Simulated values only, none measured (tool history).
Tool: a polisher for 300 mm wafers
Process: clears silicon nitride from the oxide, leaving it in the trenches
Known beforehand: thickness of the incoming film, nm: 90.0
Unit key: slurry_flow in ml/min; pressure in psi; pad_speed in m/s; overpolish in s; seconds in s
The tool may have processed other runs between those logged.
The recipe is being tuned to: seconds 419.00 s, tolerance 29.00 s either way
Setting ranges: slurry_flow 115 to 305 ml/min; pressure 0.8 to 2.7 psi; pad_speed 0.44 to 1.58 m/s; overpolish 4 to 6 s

run    day  slurry_flow  pressure  pad_speed  overpolish  seconds
  1  0.000          195       1.7       1.00           6   175.39
  2  0.217          195       1.5       0.90           6   205.37
  3  0.583          195       1.5       0.90           6   212.63
  4  0.771          190       1.3       0.80           6   275.55
  5  0.979          190       1.2       0.78           6   307.32
  6  1.154          190       1.5       0.78           6   251.42
  7  1.338          190       1.3       0.76           6   292.66
  8  1.488          190       1.3       0.76           6   293.05
  9  1.575          190       1.2       0.76           6   304.27
 10  1.879          190       1.1       0.74           6   348.26
 11  1.942          190       0.8       0.72           6   481.18

Next run, 4 choices. One meets every target within its allowed miss, the rest don't. Which?
  A  2.004          215       1.2       0.48           4        ?
  B  2.004          160       0.9       0.90           6        ?
  C  2.004          265       1.1       0.60           6        ?
  D  2.004          140       0.8       0.74           6        ?

move  seconds
   A   472.55
   B   353.69
   C   407.07
   D   486.37
A: closer than the last run, but not yet in spec
B: carries the result that was furthest off beyond its target, to the other side
C: in spec on every target
D: lands further from the targets than the last run did
Move C is the one to make.
